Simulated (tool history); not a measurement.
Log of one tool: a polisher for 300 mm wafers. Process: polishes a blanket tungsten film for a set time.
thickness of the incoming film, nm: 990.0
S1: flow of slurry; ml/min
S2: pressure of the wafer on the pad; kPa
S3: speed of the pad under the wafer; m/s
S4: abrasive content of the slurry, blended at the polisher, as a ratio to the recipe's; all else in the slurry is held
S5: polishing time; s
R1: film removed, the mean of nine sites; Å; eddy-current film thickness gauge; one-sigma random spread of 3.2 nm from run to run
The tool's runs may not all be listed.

run,hour,S1,S2,S3,S4,S5,R1
1,0,205,32.4,0.96,1,61,2798.2
2,1.3,205,32.4,0.96,1,61,2733.3
3,4.4,205,32.4,0.96,1,61,2743.2
4,10.3,205,32.4,0.96,0.8,61,2605.3
5,14.6,205,32.4,0.96,0.95,61,2779.6
6,19.9,205,31.7,0.96,0.95,61,2747.5

Run 7, settings as shown, results not yet in. Your forecast:
7,26.9,205,30.3,0.96,0.95,61,?

R1: 2578.6 Å

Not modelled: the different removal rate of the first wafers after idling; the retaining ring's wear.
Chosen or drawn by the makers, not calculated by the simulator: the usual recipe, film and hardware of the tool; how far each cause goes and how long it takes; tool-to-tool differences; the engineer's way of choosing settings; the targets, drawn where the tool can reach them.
